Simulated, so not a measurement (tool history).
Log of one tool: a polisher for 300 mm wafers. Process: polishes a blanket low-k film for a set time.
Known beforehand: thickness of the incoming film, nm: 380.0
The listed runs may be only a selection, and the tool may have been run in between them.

run,hour,flow of slurry (ml/min),pressure of the wafer on the pad (psi),speed of the pad under the wafer (m/s),abrasive content of the slurry,polishing time (s),film removed (Å)
1,0.0,125,1.8,1.26,1.00,50,212.16
2,5.4,125,1.8,1.26,0.85,50,190.20
3,10.8,125,1.8,1.26,0.85,53,201.57
4,17.3,125,1.8,1.48,0.85,53,227.66
5,18.4,125,1.8,1.48,0.75,53,208.26
6,25.6,140,1.8,1.48,0.75,53,210.70
7,33.6,140,1.7,1.44,0.75,53,207.29
8,42.4,130,1.2,1.08,0.60,52,108.75

Predict the results of run 9:
9,46.8,130,1.2,1.08,0.60,52,?

film removed (Å): 113.27
